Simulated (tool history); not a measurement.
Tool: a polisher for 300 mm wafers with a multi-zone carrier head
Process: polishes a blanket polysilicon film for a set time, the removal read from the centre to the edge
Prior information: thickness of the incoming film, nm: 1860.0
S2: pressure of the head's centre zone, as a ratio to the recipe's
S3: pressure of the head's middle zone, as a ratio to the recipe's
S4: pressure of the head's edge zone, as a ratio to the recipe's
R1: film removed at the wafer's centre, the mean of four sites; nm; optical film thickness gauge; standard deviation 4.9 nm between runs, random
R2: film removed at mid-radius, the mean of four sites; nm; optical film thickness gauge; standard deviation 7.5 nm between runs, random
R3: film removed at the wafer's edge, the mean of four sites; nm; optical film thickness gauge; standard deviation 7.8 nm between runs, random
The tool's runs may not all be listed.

{"run": 1, "hour": 0.0, "flow of slurry (ml/min)": 130, "S2": 1, "S3": 1, "S4": 1, "polishing time (s)": 65, "R1": 715.73, "R2": 711.85, "R3": 706.21}
{"run": 2, "hour": 2.1, "flow of slurry (ml/min)": 125, "S2": 1, "S3": 0.99, "S4": 0.96, "polishing time (s)": 62, "R1": 684.37, "R2": 659.61, "R3": 651.2}
{"run": 3, "hour": 2.8, "flow of slurry (ml/min)": 125, "S2": 1, "S3": 0.99, "S4": 1.03, "polishing time (s)": 62, "R1": 686.79, "R2": 681.98, "R3": 686.35}
{"run": 4, "hour": 11.8, "flow of slurry (ml/min)": 125, "S2": 0.96, "S3": 0.99, "S4": 1.03, "polishing time (s)": 62, "R1": 657.33, "R2": 673.01, "R3": 663.57}
{"run": 5, "hour": 19.6, "flow of slurry (ml/min)": 125, "S2": 0.95, "S3": 0.98, "S4": 0.97, "polishing time (s)": 61, "R1": 637.97, "R2": 673.6, "R3": 638.74}
{"run": 6, "hour": 26.1, "flow of slurry (ml/min)": 120, "S2": 0.96, "S3": 0.97, "S4": 0.94, "polishing time (s)": 59, "R1": 623.9, "R2": 618.75, "R3": 613.67}

The next listed run, before its measurement:
{"run": 7, "hour": 30.7, "flow of slurry (ml/min)": 120, "S2": 0.97, "S3": 0.98, "S4": 0.91, "polishing time (s)": 57, "R1": "?", "R2": "?", "R3": "?"}

R1: 605.98 nm
R2: 605.48 nm
R3: 581.59 nm

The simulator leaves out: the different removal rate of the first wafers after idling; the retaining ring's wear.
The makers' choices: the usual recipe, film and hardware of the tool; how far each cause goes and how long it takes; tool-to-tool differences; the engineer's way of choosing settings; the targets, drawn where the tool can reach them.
